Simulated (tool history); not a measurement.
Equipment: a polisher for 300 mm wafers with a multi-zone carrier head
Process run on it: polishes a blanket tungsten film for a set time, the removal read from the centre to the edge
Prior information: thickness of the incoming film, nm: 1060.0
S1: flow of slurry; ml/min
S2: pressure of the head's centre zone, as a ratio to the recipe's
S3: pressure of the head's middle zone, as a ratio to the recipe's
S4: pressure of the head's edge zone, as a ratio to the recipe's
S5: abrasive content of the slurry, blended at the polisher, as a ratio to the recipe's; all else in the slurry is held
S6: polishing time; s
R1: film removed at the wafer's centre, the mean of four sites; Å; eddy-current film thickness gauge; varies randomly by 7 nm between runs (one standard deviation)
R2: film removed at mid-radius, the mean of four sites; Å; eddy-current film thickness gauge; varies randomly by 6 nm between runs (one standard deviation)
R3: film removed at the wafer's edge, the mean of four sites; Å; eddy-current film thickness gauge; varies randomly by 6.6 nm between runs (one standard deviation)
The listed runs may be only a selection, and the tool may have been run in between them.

run,hour,S1,S2,S3,S4,S5,S6,R1,R2,R3
1,0,260,1,1,1,1,70,3309.3,3489.7,3396.1
2,4.9,265,1.03,1.01,1.02,1.15,73,3683.4,3826,3832.1
3,11.6,270,1.07,1.03,1.02,1.25,74,3988.9,4014,3861.6
4,16.3,270,1.09,1.04,1.04,1.3,76,4208.5,4135,4143.6
5,19.5,275,1.11,1.06,1.05,1.35,77,4405.1,4304.7,4194.3
6,25.7,275,1.06,1.06,1.05,1.35,77,4333.5,4288.9,4048.2
7,34.5,270,1.07,1.06,1.06,1.35,79,4407.9,4447.6,4199.1

Predict the results of run 8:
8,38.1,270,1.08,1.06,1.06,1.4,80,?,?,?

{"run 8": {"R1": 4526.8, "R2": 4539.7, "R3": 4419}}

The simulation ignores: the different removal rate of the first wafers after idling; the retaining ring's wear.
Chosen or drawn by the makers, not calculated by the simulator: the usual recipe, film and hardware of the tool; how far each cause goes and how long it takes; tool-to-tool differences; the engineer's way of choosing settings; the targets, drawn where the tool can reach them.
